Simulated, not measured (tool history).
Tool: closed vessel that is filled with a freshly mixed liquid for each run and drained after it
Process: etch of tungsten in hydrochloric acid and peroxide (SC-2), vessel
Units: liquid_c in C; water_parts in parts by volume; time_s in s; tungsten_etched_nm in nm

run 1 hour=0.0 | liquid_c=64.0 water_parts=7.0 time_s=85 | tungsten_etched_nm=55.033
run 2 hour=3.7 | liquid_c=63.0 water_parts=7.0 time_s=85 | tungsten_etched_nm=52.355
run 3 hour=5.4 | liquid_c=62.0 water_parts=7.0 time_s=85 | tungsten_etched_nm=48.438
run 4 hour=7.7 | liquid_c=61.5 water_parts=7.0 time_s=85 | tungsten_etched_nm=47.889
run 5 hour=13.7 | liquid_c=61.0 water_parts=7.0 time_s=85 | tungsten_etched_nm=46.173
run 6 hour=20.6 | liquid_c=60.5 water_parts=7.0 time_s=85 | tungsten_etched_nm=44.348

Forecast run 7:
run 7 hour=22.1 | liquid_c=55.5 water_parts=7.0 time_s=85 | tungsten_etched_nm=?

{"run 7": {"tungsten_etched_nm": 31.806}}
